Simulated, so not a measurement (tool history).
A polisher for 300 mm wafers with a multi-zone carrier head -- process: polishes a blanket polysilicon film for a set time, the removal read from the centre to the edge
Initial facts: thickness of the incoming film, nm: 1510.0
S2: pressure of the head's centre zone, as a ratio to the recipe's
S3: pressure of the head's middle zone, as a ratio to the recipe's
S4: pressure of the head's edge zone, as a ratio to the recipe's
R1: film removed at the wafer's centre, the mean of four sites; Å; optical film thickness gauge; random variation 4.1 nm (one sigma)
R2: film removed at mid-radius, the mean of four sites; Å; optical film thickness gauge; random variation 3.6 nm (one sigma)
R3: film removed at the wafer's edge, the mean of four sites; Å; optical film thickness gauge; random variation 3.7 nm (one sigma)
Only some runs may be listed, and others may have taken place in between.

Run 1, hour 0.0: flow of slurry (ml/min) 315, S2 1.00, S3 1.00, S4 1.00, polishing time (s) 63. Result: R1 5791.3 Å, R2 5782.8 Å, R3 5770.4 Å.
Run 2, hour 8.3: flow of slurry (ml/min) 315, S2 0.92, S3 1.00, S4 1.00, polishing time (s) 63. Result: R1 5307.5 Å, R2 5681.4 Å, R3 5766.8 Å.
Run 3, hour 17.1: flow of slurry (ml/min) 315, S2 0.92, S3 0.94, S4 1.00, polishing time (s) 63. Result: R1 5282.5 Å, R2 5556.0 Å, R3 5817.9 Å.
Run 4, hour 18.0: flow of slurry (ml/min) 315, S2 0.94, S3 0.95, S4 0.97, polishing time (s) 58. Result: R1 4985.6 Å, R2 5041.1 Å, R3 5130.4 Å.
Run 5, hour 24.2: flow of slurry (ml/min) 315, S2 0.94, S3 0.88, S4 0.97, polishing time (s) 58. Result: R1 4926.6 Å, R2 4796.8 Å, R3 5111.0 Å.
Run 6, hour 26.3: flow of slurry (ml/min) 365, S2 0.94, S3 0.88, S4 0.97, polishing time (s) 58. Result: R1 5068.6 Å, R2 4835.5 Å, R3 5258.5 Å.
Run 7, hour 32.5: flow of slurry (ml/min) 275, S2 1.04, S3 0.98, S4 0.87, polishing time (s) 40. Result: R1 3750.9 Å, R2 3524.3 Å, R3 3395.3 Å.

Run 8 comes next. What will it give?
Run 8, hour 40.4: flow of slurry (ml/min) 280, S2 1.04, S3 0.99, S4 0.86, polishing time (s) 40. Result: R1 ?, R2 ?, R3 ?.

{"run 8": {"R1": 3806.7, "R2": 3572.5, "R3": 3400.4}}

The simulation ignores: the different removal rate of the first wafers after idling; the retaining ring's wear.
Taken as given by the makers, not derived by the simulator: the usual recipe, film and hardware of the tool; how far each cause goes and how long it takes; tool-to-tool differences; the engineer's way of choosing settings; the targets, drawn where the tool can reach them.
